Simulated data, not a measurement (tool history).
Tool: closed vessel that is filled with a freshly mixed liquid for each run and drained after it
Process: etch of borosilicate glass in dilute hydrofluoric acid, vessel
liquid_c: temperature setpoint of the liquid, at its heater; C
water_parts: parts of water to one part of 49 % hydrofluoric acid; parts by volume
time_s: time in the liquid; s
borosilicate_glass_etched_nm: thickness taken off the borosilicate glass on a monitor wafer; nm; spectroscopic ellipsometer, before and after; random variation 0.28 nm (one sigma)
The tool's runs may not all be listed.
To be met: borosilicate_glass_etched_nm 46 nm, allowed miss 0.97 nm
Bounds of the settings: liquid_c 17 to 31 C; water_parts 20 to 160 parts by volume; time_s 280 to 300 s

run	hour	liquid_c	water_parts	time_s	borosilicate_glass_etched_nm
1	0	23	90	280	71.536
2	5.4	23	90	300	77.926
3	8.1	23	90	300	77.434
4	11.2	23	90	300	77.292
5	12.4	23	110	300	61.233
# hour 15.4: hydrofluoric acid flow meter replaced
6	15.4	25	110	300	74.466
7	18	23.5	110	300	69.879
8	25.7	19.5	125	300	51.606
9	32.5	19	125	300	50.76

Which of these 4 next moves meets every target?
A	39.3	17.5	130	290	?
B	39.3	17	120	285	?
C	39.3	17.5	115	280	?
D	39.3	20	115	290	?

move	borosilicate_glass_etched_nm
A	44.005
B	46.354
C	48.769
D	55.984
A: takes the result that was furthest off past its target
B: meets every target
C: nearer than the last run, and not there yet
D: further off than the last run
Answer: B

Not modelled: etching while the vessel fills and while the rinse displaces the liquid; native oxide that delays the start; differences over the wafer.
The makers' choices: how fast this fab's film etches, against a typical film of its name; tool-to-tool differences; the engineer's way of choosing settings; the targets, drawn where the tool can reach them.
